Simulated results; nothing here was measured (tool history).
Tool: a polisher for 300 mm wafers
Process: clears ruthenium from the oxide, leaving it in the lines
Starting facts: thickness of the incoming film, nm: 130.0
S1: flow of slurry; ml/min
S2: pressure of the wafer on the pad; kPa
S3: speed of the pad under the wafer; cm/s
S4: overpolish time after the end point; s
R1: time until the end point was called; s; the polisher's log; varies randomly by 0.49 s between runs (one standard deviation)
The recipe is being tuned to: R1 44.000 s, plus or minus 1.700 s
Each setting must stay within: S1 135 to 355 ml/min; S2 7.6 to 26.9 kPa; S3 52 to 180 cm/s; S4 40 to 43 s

run    day   S1    S2   S3  S4      R1
  1  0.000  225  17.2  116  40  67.481
  2  0.021  225  17.2  116  40  68.367
  3  0.329  195  17.2  116  40  68.096
  4  0.417  195  17.2  134  40  60.309
  5  0.729  195  18.6  134  40  56.100
  6  0.983  195  18.6  134  40  54.786
  7  1.250  195  18.6  134  40  56.109
     1.338  -- worn pad replaced by a new one
  8  1.338  195  20.0  134  40  47.972

4 candidate next runs follow, results not yet known. Just one meets every target within its allowed miss. Identify it.
  A  1.425  185  18.6  136  43   ?
  B  1.425  180  20.0  150  40   ?
  C  1.425  240  22.1  106  40   ?
  D  1.425  225  17.2  146  40   ?

move      R1
   A  51.330
   B  44.300
   C  55.659
   D  49.663
A: its largest miss is bigger than the last run's
B: hits every target within its allowed miss
C: its largest miss is bigger than the last run's
D: its largest miss is bigger than the last run's
Move B is the one to make.

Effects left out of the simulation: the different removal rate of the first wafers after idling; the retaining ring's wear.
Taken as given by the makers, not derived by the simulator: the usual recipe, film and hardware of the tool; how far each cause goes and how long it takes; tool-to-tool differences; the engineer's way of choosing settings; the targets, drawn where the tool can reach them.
